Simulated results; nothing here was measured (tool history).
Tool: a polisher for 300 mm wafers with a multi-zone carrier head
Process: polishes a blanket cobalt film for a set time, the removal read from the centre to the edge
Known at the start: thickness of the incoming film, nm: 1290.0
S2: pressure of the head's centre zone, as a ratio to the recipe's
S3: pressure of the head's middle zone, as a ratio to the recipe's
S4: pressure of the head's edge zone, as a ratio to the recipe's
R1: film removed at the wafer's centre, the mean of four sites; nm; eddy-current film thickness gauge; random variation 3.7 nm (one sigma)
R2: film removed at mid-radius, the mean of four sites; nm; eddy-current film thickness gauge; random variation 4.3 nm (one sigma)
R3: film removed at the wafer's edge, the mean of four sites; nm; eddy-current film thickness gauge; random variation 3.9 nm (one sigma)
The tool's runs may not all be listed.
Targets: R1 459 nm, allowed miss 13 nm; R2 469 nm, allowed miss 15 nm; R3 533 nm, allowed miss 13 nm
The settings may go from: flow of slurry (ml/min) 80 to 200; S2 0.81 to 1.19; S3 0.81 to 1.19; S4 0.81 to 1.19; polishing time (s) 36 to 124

{"run": 1, "hour": 0.0, "flow of slurry (ml/min)": 130, "S2": 1, "S3": 1, "S4": 1, "polishing time (s)": 79, "R1": 412.62, "R2": 394.74, "R3": 413.41}
{"run": 2, "hour": 4.1, "flow of slurry (ml/min)": 110, "S2": 1, "S3": 1, "S4": 1, "polishing time (s)": 79, "R1": 400.16, "R2": 390.86, "R3": 400.74}
{"run": 3, "hour": 7.2, "flow of slurry (ml/min)": 130, "S2": 0.99, "S3": 1.01, "S4": 1.05, "polishing time (s)": 81, "R1": 420.44, "R2": 409.14, "R3": 435.43}
{"run": 4, "hour": 8.6, "flow of slurry (ml/min)": 145, "S2": 0.98, "S3": 1.02, "S4": 1.09, "polishing time (s)": 82, "R1": 424.81, "R2": 422.07, "R3": 451.07}
{"run": 5, "hour": 13.7, "flow of slurry (ml/min)": 145, "S2": 0.98, "S3": 1.02, "S4": 1.02, "polishing time (s)": 82, "R1": 425.74, "R2": 423.73, "R3": 431.84}
{"run": 6, "hour": 18.0, "flow of slurry (ml/min)": 145, "S2": 0.97, "S3": 1.02, "S4": 1.06, "polishing time (s)": 84, "R1": 433.88, "R2": 432.73, "R3": 453.26}
{"run": 7, "hour": 18.9, "flow of slurry (ml/min)": 150, "S2": 0.96, "S3": 1.02, "S4": 1.1, "polishing time (s)": 86, "R1": 442.76, "R2": 444.17, "R3": 477.47}
{"run": 8, "hour": 24.5, "flow of slurry (ml/min)": 155, "S2": 0.95, "S3": 1.02, "S4": 1.12, "polishing time (s)": 87, "R1": 443.13, "R2": 453.54, "R3": 490.25}
{"run": 9, "hour": 28.4, "flow of slurry (ml/min)": 185, "S2": 0.93, "S3": 0.98, "S4": 1.19, "polishing time (s)": 89, "R1": 459.9, "R2": 457.46, "R3": 517.96}

4 next moves are on the table. One of them brings every result within its allowed miss. Which?
{"run": "A", "hour": 32.3, "flow of slurry (ml/min)": 200, "S2": 0.97, "S3": 1.01, "S4": 1.12, "polishing time (s)": 84, "R1": "?", "R2": "?", "R3": "?"}
{"run": "B", "hour": 32.3, "flow of slurry (ml/min)": 175, "S2": 0.96, "S3": 1.03, "S4": 1.14, "polishing time (s)": 88, "R1": "?", "R2": "?", "R3": "?"}
{"run": "C", "hour": 32.3, "flow of slurry (ml/min)": 195, "S2": 0.93, "S3": 0.99, "S4": 1.19, "polishing time (s)": 90, "R1": "?", "R2": "?", "R3": "?"}
{"run": "D", "hour": 32.3, "flow of slurry (ml/min)": 195, "S2": 0.9, "S3": 0.87, "S4": 1.18, "polishing time (s)": 90, "R1": "?", "R2": "?", "R3": "?"}

move=A R1=454.64 R2=449.5 R3=474.78
move=B R1=463 R2=471.22 R3=495.97
move=C R1=465.24 R2=472.19 R3=523.91
move=D R1=449.73 R2=424.02 R3=522.43
A: further off than the last run
B: further off than the last run
C: meets every target
D: brings the result that was furthest off to its target, and leaves another outside
The right move is C.
